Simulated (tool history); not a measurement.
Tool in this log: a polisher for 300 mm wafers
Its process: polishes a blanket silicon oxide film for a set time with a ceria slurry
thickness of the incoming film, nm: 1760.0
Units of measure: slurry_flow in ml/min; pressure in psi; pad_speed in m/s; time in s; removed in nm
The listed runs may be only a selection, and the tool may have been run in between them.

run    day  slurry_flow  pressure  pad_speed  time  removed
  1  0.000          135       3.6       1.00   120   625.68
  2  0.071          135       3.6       1.00   120   606.93
  3  0.425          130       3.4       1.00   120   587.64
  4  0.646          130       3.2       1.00   120   561.18
  5  0.725          130       2.5       1.00   120   424.96
  6  0.767          130       2.5       0.90   120   398.91

What does the tool deliver on the next run?
  7  0.879          130       2.8       0.90   120        ?

{"run 7": {"removed": 447.0}}

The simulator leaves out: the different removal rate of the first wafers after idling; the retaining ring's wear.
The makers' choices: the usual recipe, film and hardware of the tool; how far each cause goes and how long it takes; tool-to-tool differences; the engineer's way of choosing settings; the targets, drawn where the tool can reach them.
